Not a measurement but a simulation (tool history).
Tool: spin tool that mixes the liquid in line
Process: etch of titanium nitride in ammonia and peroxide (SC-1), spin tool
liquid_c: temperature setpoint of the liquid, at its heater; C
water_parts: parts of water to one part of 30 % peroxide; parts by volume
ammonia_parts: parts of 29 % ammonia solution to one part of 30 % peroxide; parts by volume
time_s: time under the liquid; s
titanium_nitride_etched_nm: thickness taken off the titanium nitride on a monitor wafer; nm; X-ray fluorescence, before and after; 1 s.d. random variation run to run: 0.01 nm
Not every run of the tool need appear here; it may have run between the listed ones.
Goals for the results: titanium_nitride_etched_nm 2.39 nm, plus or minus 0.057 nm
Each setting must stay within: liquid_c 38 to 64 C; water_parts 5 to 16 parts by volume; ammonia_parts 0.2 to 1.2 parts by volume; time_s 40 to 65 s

run,day,liquid_c,water_parts,ammonia_parts,time_s,titanium_nitride_etched_nm
1,0,48,9,0.75,65,4.4146
2,0.042,48,9,0.85,65,4.506
3,0.379,46.5,9,0.85,65,4.0578
4,0.754,50,9,0.85,65,5.2052
5,0.983,50,7,0.85,65,5.845
6,1.008,50,9.5,0.85,65,5.082
7,1.283,48.5,9.5,0.85,65,4.5515
8,1.321,47,9.5,0.85,65,4.0941
9,1.621,46,9.5,0.85,65,3.8091
10,1.8,45,9.5,0.85,65,3.5371
11,1.942,45,9.5,0.85,65,3.5327
12,2.008,38.5,9.5,0.85,65,2.2097
13,2.075,39,9.5,0.85,65,2.2752

Which of these 4 next moves meets every target?
A,2.142,38.5,9,0.8,65,?
B,2.142,48,10,0.5,40,?
C,2.142,40,9,0.85,65,?
D,2.142,38,5,0.45,55,?

move,titanium_nitride_etched_nm
A,2.2486
B,2.42
C,2.5383
D,2.2254
A: its largest miss is bigger than the last run's
B: hits every target within its allowed miss
C: carries the result that was furthest off beyond its target, to the other side
D: its largest miss is bigger than the last run's
The right move is B.
